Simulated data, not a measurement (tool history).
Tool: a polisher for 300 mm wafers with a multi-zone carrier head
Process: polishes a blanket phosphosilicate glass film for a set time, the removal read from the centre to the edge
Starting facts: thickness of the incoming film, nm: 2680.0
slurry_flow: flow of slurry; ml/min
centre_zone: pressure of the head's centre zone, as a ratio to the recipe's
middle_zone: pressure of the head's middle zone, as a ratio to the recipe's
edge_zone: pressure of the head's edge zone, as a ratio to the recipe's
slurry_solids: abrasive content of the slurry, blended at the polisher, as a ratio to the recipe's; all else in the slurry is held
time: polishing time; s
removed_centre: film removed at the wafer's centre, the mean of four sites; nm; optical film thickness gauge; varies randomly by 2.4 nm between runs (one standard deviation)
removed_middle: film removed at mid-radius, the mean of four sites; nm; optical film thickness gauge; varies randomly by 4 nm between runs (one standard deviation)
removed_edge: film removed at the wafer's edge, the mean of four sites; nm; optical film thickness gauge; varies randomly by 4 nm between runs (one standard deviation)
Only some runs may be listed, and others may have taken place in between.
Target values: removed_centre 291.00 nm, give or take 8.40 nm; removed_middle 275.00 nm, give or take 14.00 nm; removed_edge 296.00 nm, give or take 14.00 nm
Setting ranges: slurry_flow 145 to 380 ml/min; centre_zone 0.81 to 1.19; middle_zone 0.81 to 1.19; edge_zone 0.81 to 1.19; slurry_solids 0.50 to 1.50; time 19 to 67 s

{"run": 1, "hour": 0.0, "slurry_flow": 245, "centre_zone": 1.0, "middle_zone": 1.0, "edge_zone": 1.0, "slurry_solids": 1.0, "time": 43, "removed_centre": 218.85, "removed_middle": 219.28, "removed_edge": 217.73}
{"run": 2, "hour": 6.3, "slurry_flow": 245, "centre_zone": 0.96, "middle_zone": 1.0, "edge_zone": 1.0, "slurry_solids": 1.0, "time": 43, "removed_centre": 204.74, "removed_middle": 222.94, "removed_edge": 213.25}
{"run": 3, "hour": 13.7, "slurry_flow": 240, "centre_zone": 0.99, "middle_zone": 1.01, "edge_zone": 1.04, "slurry_solids": 1.1, "time": 43, "removed_centre": 222.05, "removed_middle": 225.84, "removed_edge": 234.33}
{"run": 4, "hour": 21.6, "slurry_flow": 240, "centre_zone": 0.92, "middle_zone": 1.01, "edge_zone": 1.04, "slurry_solids": 1.1, "time": 43, "removed_centre": 206.41, "removed_middle": 230.52, "removed_edge": 235.05}
{"run": 5, "hour": 28.0, "slurry_flow": 240, "centre_zone": 0.92, "middle_zone": 1.01, "edge_zone": 0.98, "slurry_solids": 1.1, "time": 43, "removed_centre": 207.47, "removed_middle": 228.79, "removed_edge": 225.81}
{"run": 6, "hour": 32.7, "slurry_flow": 205, "centre_zone": 0.92, "middle_zone": 1.01, "edge_zone": 0.98, "slurry_solids": 1.1, "time": 43, "removed_centre": 202.13, "removed_middle": 227.63, "removed_edge": 214.87}
{"run": 7, "hour": 37.9, "slurry_flow": 230, "centre_zone": 0.97, "middle_zone": 1.05, "edge_zone": 1.01, "slurry_solids": 1.15, "time": 43, "removed_centre": 219.95, "removed_middle": 238.49, "removed_edge": 232.68}
{"run": 8, "hour": 42.2, "slurry_flow": 250, "centre_zone": 1.01, "middle_zone": 1.07, "edge_zone": 1.03, "slurry_solids": 1.2, "time": 43, "removed_centre": 236.53, "removed_middle": 243.39, "removed_edge": 233.01}
{"run": 9, "hour": 44.5, "slurry_flow": 250, "centre_zone": 1.02, "middle_zone": 1.07, "edge_zone": 1.06, "slurry_solids": 1.3, "time": 44, "removed_centre": 253.5, "removed_middle": 263.83, "removed_edge": 256.45}
{"run": 10, "hour": 46.1, "slurry_flow": 260, "centre_zone": 1.04, "middle_zone": 1.06, "edge_zone": 1.09, "slurry_solids": 1.35, "time": 44, "removed_centre": 267.69, "removed_middle": 271.46, "removed_edge": 258.67}
{"run": 11, "hour": 51.5, "slurry_flow": 245, "centre_zone": 1.04, "middle_zone": 1.02, "edge_zone": 1.12, "slurry_solids": 1.4, "time": 45, "removed_centre": 271.05, "removed_middle": 269.66, "removed_edge": 269.43}
{"run": 12, "hour": 59.6, "slurry_flow": 250, "centre_zone": 1.04, "middle_zone": 1.0, "edge_zone": 1.14, "slurry_solids": 1.45, "time": 45, "removed_centre": 272.08, "removed_middle": 269.53, "removed_edge": 282.58}
{"run": 13, "hour": 60.6, "slurry_flow": 260, "centre_zone": 1.05, "middle_zone": 0.99, "edge_zone": 1.15, "slurry_solids": 1.45, "time": 45, "removed_centre": 275.44, "removed_middle": 264.85, "removed_edge": 286.15}

Pick the move, out of 5, that brings all results within their allowed miss; only one does.
{"run": "A", "hour": 61.6, "slurry_flow": 275, "centre_zone": 0.98, "middle_zone": 0.97, "edge_zone": 1.19, "slurry_solids": 1.45, "time": 46, "removed_centre": "?", "removed_middle": "?", "removed_edge": "?"}
{"run": "B", "hour": 61.6, "slurry_flow": 335, "centre_zone": 1.03, "middle_zone": 1.06, "edge_zone": 1.19, "slurry_solids": 1.3, "time": 43, "removed_centre": "?", "removed_middle": "?", "removed_edge": "?"}
{"run": "C", "hour": 61.6, "slurry_flow": 255, "centre_zone": 1.06, "middle_zone": 0.87, "edge_zone": 1.17, "slurry_solids": 1.4, "time": 47, "removed_centre": "?", "removed_middle": "?", "removed_edge": "?"}
{"run": "D", "hour": 61.6, "slurry_flow": 275, "centre_zone": 0.94, "middle_zone": 1.14, "edge_zone": 1.15, "slurry_solids": 1.5, "time": 44, "removed_centre": "?", "removed_middle": "?", "removed_edge": "?"}
{"run": "E", "hour": 61.6, "slurry_flow": 235, "centre_zone": 1.03, "middle_zone": 0.94, "edge_zone": 1.09, "slurry_solids": 1.3, "time": 51, "removed_centre": "?", "removed_middle": "?", "removed_edge": "?"}

move=A removed_centre=269.96 removed_middle=275.87 removed_edge=296.04
move=B removed_centre=260.77 removed_middle=268.42 removed_edge=269.70
move=C removed_centre=291.70 removed_middle=256.68 removed_edge=294.36
move=D removed_centre=250.82 removed_middle=298.51 removed_edge=281.00
move=E removed_centre=295.77 removed_middle=282.14 removed_edge=297.08
A: lands further from the targets than the last run did
B: lands further from the targets than the last run did
C: the furthest-off result lands on target, but another misses its tolerance
D: lands further from the targets than the last run did
E: all results land within tolerance of their targets
Correct choice: E, which meets every target

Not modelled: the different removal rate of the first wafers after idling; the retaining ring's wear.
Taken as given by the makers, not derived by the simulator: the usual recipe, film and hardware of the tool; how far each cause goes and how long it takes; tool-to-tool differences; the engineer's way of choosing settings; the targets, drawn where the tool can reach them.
